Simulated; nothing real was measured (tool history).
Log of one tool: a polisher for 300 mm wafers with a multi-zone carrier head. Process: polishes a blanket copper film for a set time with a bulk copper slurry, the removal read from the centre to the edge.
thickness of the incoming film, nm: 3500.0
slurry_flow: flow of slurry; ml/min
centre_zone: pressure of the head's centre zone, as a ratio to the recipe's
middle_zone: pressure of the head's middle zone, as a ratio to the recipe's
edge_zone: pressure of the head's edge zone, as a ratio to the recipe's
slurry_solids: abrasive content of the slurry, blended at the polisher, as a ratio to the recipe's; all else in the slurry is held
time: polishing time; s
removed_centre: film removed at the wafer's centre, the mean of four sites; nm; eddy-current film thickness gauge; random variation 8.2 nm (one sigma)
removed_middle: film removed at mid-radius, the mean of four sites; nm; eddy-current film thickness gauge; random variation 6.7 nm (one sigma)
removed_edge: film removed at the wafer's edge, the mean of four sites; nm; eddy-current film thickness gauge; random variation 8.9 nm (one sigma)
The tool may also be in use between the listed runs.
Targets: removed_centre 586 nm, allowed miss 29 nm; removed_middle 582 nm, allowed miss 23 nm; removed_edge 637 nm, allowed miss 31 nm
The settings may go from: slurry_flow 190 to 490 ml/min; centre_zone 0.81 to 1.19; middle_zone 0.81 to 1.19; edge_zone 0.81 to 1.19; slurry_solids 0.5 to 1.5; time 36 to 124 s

run 1 hour=0 | slurry_flow=315 centre_zone=1 middle_zone=1 edge_zone=1 slurry_solids=1 time=79 | removed_centre=790.97 removed_middle=768.16 removed_edge=773.11
run 2 hour=0.7 | slurry_flow=315 centre_zone=1 middle_zone=1 edge_zone=1 slurry_solids=0.9 time=79 | removed_centre=744.45 removed_middle=769.24 removed_edge=757.43
run 3 hour=5.6 | slurry_flow=315 centre_zone=1 middle_zone=1 edge_zone=1 slurry_solids=0.9 time=86 | removed_centre=826.34 removed_middle=843.28 removed_edge=826.06
run 4 hour=6.2 | slurry_flow=315 centre_zone=1 middle_zone=1 edge_zone=1 slurry_solids=0.9 time=76 | removed_centre=734.09 removed_middle=721.11 removed_edge=729.45
run 5 hour=13.2 | slurry_flow=315 centre_zone=1 middle_zone=1 edge_zone=1 slurry_solids=0.75 time=76 | removed_centre=697.72 removed_middle=687.73 removed_edge=690.71
run 6 hour=15.4 | slurry_flow=315 centre_zone=0.98 middle_zone=0.98 edge_zone=1 slurry_solids=0.7 time=76 | removed_centre=653.6 removed_middle=666.2 removed_edge=686.63
run 7 hour=24.1 | slurry_flow=315 centre_zone=0.97 middle_zone=0.88 edge_zone=0.94 slurry_solids=0.55 time=74 | removed_centre=593.21 removed_middle=565.4 removed_edge=602.48
run 8 hour=29.9 | slurry_flow=315 centre_zone=0.97 middle_zone=0.88 edge_zone=0.94 slurry_solids=0.55 time=74 | removed_centre=601.15 removed_middle=560.57 removed_edge=611.94

4 next moves are on the table. One of them brings every result within its allowed miss. Which?
run A hour=35.7 | slurry_flow=375 centre_zone=0.96 middle_zone=0.81 edge_zone=0.96 slurry_solids=0.8 time=68 | removed_centre=? removed_middle=? removed_edge=?
run B hour=35.7 | slurry_flow=345 centre_zone=1.08 middle_zone=1.05 edge_zone=0.81 slurry_solids=0.6 time=67 | removed_centre=? removed_middle=? removed_edge=?
run C hour=35.7 | slurry_flow=405 centre_zone=0.95 middle_zone=0.81 edge_zone=1.08 slurry_solids=0.5 time=74 | removed_centre=? removed_middle=? removed_edge=?
run D hour=35.7 | slurry_flow=215 centre_zone=0.9 middle_zone=0.88 edge_zone=0.94 slurry_solids=0.6 time=78 | removed_centre=? removed_middle=? removed_edge=?

move=A removed_centre=611.45 removed_middle=529.79 removed_edge=622.2
move=B removed_centre=624.64 removed_middle=595.74 removed_edge=523.38
move=C removed_centre=581.36 removed_middle=508.75 removed_edge=630.16
move=D removed_centre=580.03 removed_middle=576.73 removed_edge=632.53
A: further off than the last run
B: brings the result that was furthest off to its target, and leaves another outside
C: further off than the last run
D: meets every target
The right move is D.

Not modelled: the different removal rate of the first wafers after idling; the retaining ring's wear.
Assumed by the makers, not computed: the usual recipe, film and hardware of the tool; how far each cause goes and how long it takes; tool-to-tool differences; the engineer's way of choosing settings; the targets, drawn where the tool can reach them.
